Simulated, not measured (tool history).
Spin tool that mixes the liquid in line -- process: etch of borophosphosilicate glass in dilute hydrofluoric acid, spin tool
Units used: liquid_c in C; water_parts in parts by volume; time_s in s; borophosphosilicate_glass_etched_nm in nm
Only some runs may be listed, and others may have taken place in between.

run,hour,liquid_c,water_parts,time_s,borophosphosilicate_glass_etched_nm
1,0,20,130,205,60.012
2,0.8,20,130,225,65.656
3,7.7,17,130,225,58.068
4,11.8,17,160,225,46.016
5,15.8,17,160,205,41.396
6,24.6,17,160,205,42.214
7,29.1,17,165,205,39.955
8,35.5,17,170,205,38.732

Run 9 is up next; what results do you expect?
9,42.7,17,175,205,?

borophosphosilicate_glass_etched_nm: 37.788 nm

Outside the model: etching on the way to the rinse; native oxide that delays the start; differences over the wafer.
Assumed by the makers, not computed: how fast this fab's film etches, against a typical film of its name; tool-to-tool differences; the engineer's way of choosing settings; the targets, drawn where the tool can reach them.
